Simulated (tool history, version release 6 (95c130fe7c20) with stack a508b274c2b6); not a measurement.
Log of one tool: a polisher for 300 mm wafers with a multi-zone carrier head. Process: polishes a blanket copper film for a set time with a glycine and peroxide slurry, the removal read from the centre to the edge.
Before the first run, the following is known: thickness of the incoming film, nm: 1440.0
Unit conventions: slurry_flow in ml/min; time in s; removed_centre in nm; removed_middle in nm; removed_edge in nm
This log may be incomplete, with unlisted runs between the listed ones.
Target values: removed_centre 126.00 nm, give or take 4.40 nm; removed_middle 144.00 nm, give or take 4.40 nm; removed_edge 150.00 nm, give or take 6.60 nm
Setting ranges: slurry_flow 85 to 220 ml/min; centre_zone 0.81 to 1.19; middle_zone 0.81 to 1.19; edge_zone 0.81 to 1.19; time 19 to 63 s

Run 1, hour 0.0: slurry_flow 140 ml/min, centre_zone 1.00, middle_zone 1.00, edge_zone 1.00, time 41 s. Result: removed_centre 165.29 nm, removed_middle 162.15 nm, removed_edge 166.52 nm.
Run 2, hour 7.5: slurry_flow 125 ml/min, centre_zone 0.95, middle_zone 0.99, edge_zone 0.99, time 40 s. Result: removed_centre 151.99 nm, removed_middle 150.90 nm, removed_edge 155.25 nm.
Run 3, hour 12.0: slurry_flow 125 ml/min, centre_zone 0.95, middle_zone 0.99, edge_zone 1.07, time 40 s. Result: removed_centre 148.52 nm, removed_middle 153.25 nm, removed_edge 164.88 nm.
Run 4, hour 20.5: slurry_flow 125 ml/min, centre_zone 0.95, middle_zone 0.99, edge_zone 1.07, time 35 s. Result: removed_centre 129.56 nm, removed_middle 133.60 nm, removed_edge 141.11 nm.
Run 5, hour 28.0: slurry_flow 125 ml/min, centre_zone 0.95, middle_zone 0.99, edge_zone 1.01, time 35 s. Result: removed_centre 132.17 nm, removed_middle 132.65 nm, removed_edge 142.42 nm.
Run 6, hour 35.6: slurry_flow 130 ml/min, centre_zone 0.93, middle_zone 1.00, edge_zone 1.04, time 35 s. Result: removed_centre 129.40 nm, removed_middle 137.06 nm, removed_edge 144.89 nm.
Run 7, hour 43.6: slurry_flow 135 ml/min, centre_zone 0.92, middle_zone 1.01, edge_zone 1.04, time 35 s. Result: removed_centre 129.09 nm, removed_middle 138.19 nm, removed_edge 142.10 nm.
Run 8, hour 49.5: slurry_flow 135 ml/min, centre_zone 0.91, middle_zone 1.01, edge_zone 1.07, time 35 s. Result: removed_centre 127.85 nm, removed_middle 138.46 nm, removed_edge 147.85 nm.
Run 9, hour 52.9: slurry_flow 135 ml/min, centre_zone 0.90, middle_zone 1.02, edge_zone 1.07, time 35 s. Result: removed_centre 127.89 nm, removed_middle 140.92 nm, removed_edge 151.15 nm.

Exactly one of the 4 candidate moves below puts every result within its allowed miss. Which one?
Run A, hour 56.3: slurry_flow 140 ml/min, centre_zone 0.85, middle_zone 0.97, edge_zone 1.19, time 34 s. Result: removed_centre ?, removed_middle ?, removed_edge ?.
Run B, hour 56.3: slurry_flow 160 ml/min, centre_zone 0.86, middle_zone 0.97, edge_zone 1.06, time 34 s. Result: removed_centre ?, removed_middle ?, removed_edge ?.
Run C, hour 56.3: slurry_flow 140 ml/min, centre_zone 0.91, middle_zone 1.08, edge_zone 1.17, time 34 s. Result: removed_centre ?, removed_middle ?, removed_edge ?.
Run D, hour 56.3: slurry_flow 150 ml/min, centre_zone 0.85, middle_zone 0.86, edge_zone 1.08, time 36 s. Result: removed_centre ?, removed_middle ?, removed_edge ?.

move  removed_centre  removed_middle  removed_edge
   A          118.54          132.65        150.86
   B          123.78          136.40        145.22
   C          127.09          145.25        149.33
   D          127.55          129.00        153.96
A: further off than the last run
B: further off than the last run
C: all results in spec
D: further off than the last run
Answer: C
